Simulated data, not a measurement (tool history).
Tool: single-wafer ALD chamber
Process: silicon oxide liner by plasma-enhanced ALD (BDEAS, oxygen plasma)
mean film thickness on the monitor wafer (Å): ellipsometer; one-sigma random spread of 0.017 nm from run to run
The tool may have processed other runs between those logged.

run  hour  heater temperature setpoint (K)  number of ALD cycles (cycles)  mean film thickness on the monitor wafer (Å)
  1     0                           588.15                             61                                        62.094
  2   7.6                           588.15                             59                                        59.804
  3  15.3                           581.15                             59                                        60.547
  4  22.5                           575.15                             59                                        61.334
  5  27.4                           575.15                             56                                         57.96
  6  34.1                           581.15                             56                                        57.608
  7  39.5                           581.15                             55                                        56.583
  8  47.3                           581.15                             54                                        55.392
  9  52.8                           581.15                             53                                        53.908

Run 10 has not been measured yet. What should we expect?
 10  58.7                           581.15                             52                                             ?

For run 10 the tool returned mean film thickness on the monitor wafer (Å) 52.953.

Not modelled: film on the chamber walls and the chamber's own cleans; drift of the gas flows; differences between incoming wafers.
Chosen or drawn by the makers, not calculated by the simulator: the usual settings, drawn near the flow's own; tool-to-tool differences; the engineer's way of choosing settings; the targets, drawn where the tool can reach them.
